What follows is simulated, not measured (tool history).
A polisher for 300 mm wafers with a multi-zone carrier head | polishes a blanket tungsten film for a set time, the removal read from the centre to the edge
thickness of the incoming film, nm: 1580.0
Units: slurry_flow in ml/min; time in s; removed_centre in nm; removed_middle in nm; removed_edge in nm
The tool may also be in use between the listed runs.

run 1 hour=0.0 | slurry_flow=230 centre_zone=1.00 middle_zone=1.00 edge_zone=1.00 slurry_solids=1.00 time=47 | removed_centre=224.04 removed_middle=220.78 removed_edge=213.19
run 2 hour=7.7 | slurry_flow=225 centre_zone=0.98 middle_zone=0.99 edge_zone=0.97 slurry_solids=0.90 time=45 | removed_centre=203.87 removed_middle=205.74 removed_edge=196.45
run 3 hour=8.7 | slurry_flow=225 centre_zone=0.98 middle_zone=0.99 edge_zone=0.97 slurry_solids=1.05 time=45 | removed_centre=210.81 removed_middle=211.98 removed_edge=204.00
run 4 hour=11.0 | slurry_flow=195 centre_zone=0.98 middle_zone=0.99 edge_zone=0.97 slurry_solids=1.05 time=45 | removed_centre=204.83 removed_middle=209.26 removed_edge=201.58
run 5 hour=11.8 | slurry_flow=195 centre_zone=0.97 middle_zone=0.98 edge_zone=0.95 slurry_solids=0.95 time=44 | removed_centre=195.78 removed_middle=196.96 removed_edge=188.50
run 6 hour=15.1 | slurry_flow=190 centre_zone=0.95 middle_zone=0.96 edge_zone=0.93 slurry_solids=0.85 time=44 | removed_centre=182.35 removed_middle=185.09 removed_edge=180.18
run 7 hour=18.8 | slurry_flow=190 centre_zone=0.94 middle_zone=0.95 edge_zone=0.91 slurry_solids=0.80 time=44 | removed_centre=179.75 removed_middle=179.37 removed_edge=178.01
run 8 hour=20.3 | slurry_flow=185 centre_zone=0.94 middle_zone=0.95 edge_zone=0.89 slurry_solids=0.75 time=43 | removed_centre=170.60 removed_middle=174.09 removed_edge=167.31

Forecast run 9:
run 9 hour=26.1 | slurry_flow=160 centre_zone=0.92 middle_zone=0.85 edge_zone=0.81 slurry_solids=0.50 time=43 | removed_centre=? removed_middle=? removed_edge=?

Run 9 gave removed_centre 144.65 nm, removed_middle 137.91 nm, removed_edge 142.80 nm.
